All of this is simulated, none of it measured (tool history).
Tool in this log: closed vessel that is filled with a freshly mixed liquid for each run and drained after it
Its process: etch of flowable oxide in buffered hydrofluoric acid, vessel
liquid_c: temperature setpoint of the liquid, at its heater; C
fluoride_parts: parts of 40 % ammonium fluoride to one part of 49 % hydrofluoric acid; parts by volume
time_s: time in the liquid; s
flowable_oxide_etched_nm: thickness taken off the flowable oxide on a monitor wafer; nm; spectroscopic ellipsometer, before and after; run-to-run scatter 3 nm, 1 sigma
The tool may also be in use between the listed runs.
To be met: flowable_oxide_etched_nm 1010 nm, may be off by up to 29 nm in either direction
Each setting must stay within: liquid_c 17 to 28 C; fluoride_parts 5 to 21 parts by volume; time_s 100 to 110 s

run	hour	liquid_c	fluoride_parts	time_s	flowable_oxide_etched_nm
1	0	20	13	100	328.37
2	5.3	21	12	100	374.26
3	10.5	24.5	12	100	458.23
4	17.3	24.5	10.5	100	522.57
5	19.4	25	9.5	100	580.51
6	20.7	25	9.5	100	581.88
7	21.6	25	9.5	100	579.97
8	29.9	25.5	9	100	620.41
9	36	26	8.5	100	675.12
10	41.9	26.5	8	100	741.98
11	42.7	26.5	7.5	100	792.45
12	50.6	26.5	7.5	100	791.59
13	51.9	27.5	6.5	100	963.73

Below are 4 possible settings for the next run. Only one of them brings all results inside the allowed miss of their targets. Which is it?
A	53.2	27.5	6.5	105	?
B	53.2	27	6.5	100	?
C	53.2	28	7.5	110	?
D	53.2	25.5	6.5	110	?

move	flowable_oxide_etched_nm
A	1014.6
B	940.55
C	950.42
D	953.72
A: hits every target within its allowed miss
B: lands further from the targets than the last run did
C: lands further from the targets than the last run did
D: lands further from the targets than the last run did
Go with A: it meets all targets.
